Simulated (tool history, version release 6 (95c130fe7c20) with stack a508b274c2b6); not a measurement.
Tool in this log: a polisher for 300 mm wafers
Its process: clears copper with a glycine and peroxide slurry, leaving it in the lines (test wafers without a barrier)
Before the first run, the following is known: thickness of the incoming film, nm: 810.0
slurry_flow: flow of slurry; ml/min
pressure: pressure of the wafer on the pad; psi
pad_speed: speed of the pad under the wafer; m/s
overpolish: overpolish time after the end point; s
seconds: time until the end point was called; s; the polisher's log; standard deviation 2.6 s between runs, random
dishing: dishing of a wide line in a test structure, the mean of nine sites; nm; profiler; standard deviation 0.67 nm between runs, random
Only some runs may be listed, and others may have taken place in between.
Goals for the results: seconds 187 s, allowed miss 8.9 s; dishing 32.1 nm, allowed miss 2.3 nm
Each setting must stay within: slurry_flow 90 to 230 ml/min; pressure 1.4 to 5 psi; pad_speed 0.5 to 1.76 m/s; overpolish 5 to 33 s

run	hour	slurry_flow	pressure	pad_speed	overpolish	seconds	dishing
1	0	150	3.2	1.12	17	130.77	57.222
2	4.6	150	2.7	1.12	17	146.45	49.952
3	7.2	150	2.2	1.12	17	173.54	45.974
4	12.4	150	1.6	1.12	17	206.64	40.889
5	15.4	135	1.6	1.12	17	217.09	38.628
6	17.7	140	1.6	1.12	15	219.86	35.598
7	24.8	145	1.7	1.12	14	208.67	35.007
8	31.8	150	1.7	1.12	13	207.15	34.43
9	34.9	155	1.7	1.12	12	205.76	32.232

Which of these 4 next moves meets every target?
A	38	135	1.9	0.82	16	?	?
B	38	200	1.4	1.14	14	?	?
C	38	115	1.8	1	13	?	?
D	38	145	1.7	1.26	11	?	?

move	seconds	dishing
A	249.33	34.401
B	223.85	33.016
C	227.25	31.217
D	190.65	31.114
A: moves away from the targets compared with the last run
B: moves away from the targets compared with the last run
C: moves away from the targets compared with the last run
D: all results in spec
Move D is the one to make.

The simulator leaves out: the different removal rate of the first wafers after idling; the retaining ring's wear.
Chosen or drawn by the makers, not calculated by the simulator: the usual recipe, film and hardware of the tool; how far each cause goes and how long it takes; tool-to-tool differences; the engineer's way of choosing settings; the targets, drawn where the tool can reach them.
